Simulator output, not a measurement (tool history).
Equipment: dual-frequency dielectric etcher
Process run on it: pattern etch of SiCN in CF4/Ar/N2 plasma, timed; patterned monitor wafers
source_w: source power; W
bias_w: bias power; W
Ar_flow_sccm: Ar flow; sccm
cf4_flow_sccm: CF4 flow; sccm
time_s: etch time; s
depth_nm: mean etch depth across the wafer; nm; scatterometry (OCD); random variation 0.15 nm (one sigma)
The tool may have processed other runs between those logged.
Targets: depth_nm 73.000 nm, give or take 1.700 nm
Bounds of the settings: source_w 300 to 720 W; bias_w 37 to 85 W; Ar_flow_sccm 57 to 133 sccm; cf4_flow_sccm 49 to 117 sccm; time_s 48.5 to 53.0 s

{"run": 1, "hour": 0.0, "source_w": 510, "bias_w": 61, "Ar_flow_sccm": 95, "cf4_flow_sccm": 83, "time_s": 53.0, "depth_nm": 49.81}
{"run": 2, "hour": 5.4, "source_w": 510, "bias_w": 55, "Ar_flow_sccm": 95, "cf4_flow_sccm": 83, "time_s": 53.0, "depth_nm": 47.884}
{"run": 3, "hour": 6.7, "source_w": 510, "bias_w": 55, "Ar_flow_sccm": 95, "cf4_flow_sccm": 72, "time_s": 53.0, "depth_nm": 46.921}
{"run": 4, "hour": 14.2, "source_w": 510, "bias_w": 55, "Ar_flow_sccm": 95, "cf4_flow_sccm": 79, "time_s": 53.0, "depth_nm": 47.598}
{"run": 5, "hour": 23.0, "source_w": 510, "bias_w": 55, "Ar_flow_sccm": 95, "cf4_flow_sccm": 88, "time_s": 53.0, "depth_nm": 48.183}
{"run": 6, "hour": 24.4, "source_w": 510, "bias_w": 44, "Ar_flow_sccm": 95, "cf4_flow_sccm": 88, "time_s": 53.0, "depth_nm": 44.015}
{"run": 7, "hour": 27.9, "source_w": 570, "bias_w": 49, "Ar_flow_sccm": 93, "cf4_flow_sccm": 89, "time_s": 53.0, "depth_nm": 52.001}
{"run": 8, "hour": 34.1, "source_w": 610, "bias_w": 51, "Ar_flow_sccm": 92, "cf4_flow_sccm": 89, "time_s": 53.0, "depth_nm": 57.126}
{"run": 9, "hour": 41.3, "source_w": 640, "bias_w": 52, "Ar_flow_sccm": 91, "cf4_flow_sccm": 89, "time_s": 53.0, "depth_nm": 60.524}
{"run": 10, "hour": 44.7, "source_w": 660, "bias_w": 54, "Ar_flow_sccm": 90, "cf4_flow_sccm": 89, "time_s": 53.0, "depth_nm": 63.497}
{"run": 11, "hour": 46.1, "source_w": 680, "bias_w": 55, "Ar_flow_sccm": 89, "cf4_flow_sccm": 89, "time_s": 53.0, "depth_nm": 65.907}
{"run": 12, "hour": 48.5, "source_w": 690, "bias_w": 56, "Ar_flow_sccm": 88, "cf4_flow_sccm": 90, "time_s": 53.0, "depth_nm": 67.609}
{"run": 13, "hour": 53.8, "source_w": 700, "bias_w": 57, "Ar_flow_sccm": 87, "cf4_flow_sccm": 90, "time_s": 53.0, "depth_nm": 69.209}

Which single option among these 4 for the next run brings every result within its allowed miss of target? Just one does.
{"run": "A", "hour": 59.1, "source_w": 710, "bias_w": 59, "Ar_flow_sccm": 67, "cf4_flow_sccm": 76, "time_s": 51.0, "depth_nm": "?"}
{"run": "B", "hour": 59.1, "source_w": 720, "bias_w": 54, "Ar_flow_sccm": 93, "cf4_flow_sccm": 93, "time_s": 52.5, "depth_nm": "?"}
{"run": "C", "hour": 59.1, "source_w": 690, "bias_w": 61, "Ar_flow_sccm": 76, "cf4_flow_sccm": 94, "time_s": 50.5, "depth_nm": "?"}
{"run": "D", "hour": 59.1, "source_w": 710, "bias_w": 63, "Ar_flow_sccm": 79, "cf4_flow_sccm": 96, "time_s": 51.5, "depth_nm": "?"}

move=A depth_nm=69.568
move=B depth_nm=68.806
move=C depth_nm=68.293
move=D depth_nm=72.389
A: nearer than the last run, and not there yet
B: lands further from the targets than the last run did
C: lands further from the targets than the last run did
D: meets every target
Move D is the one to make.
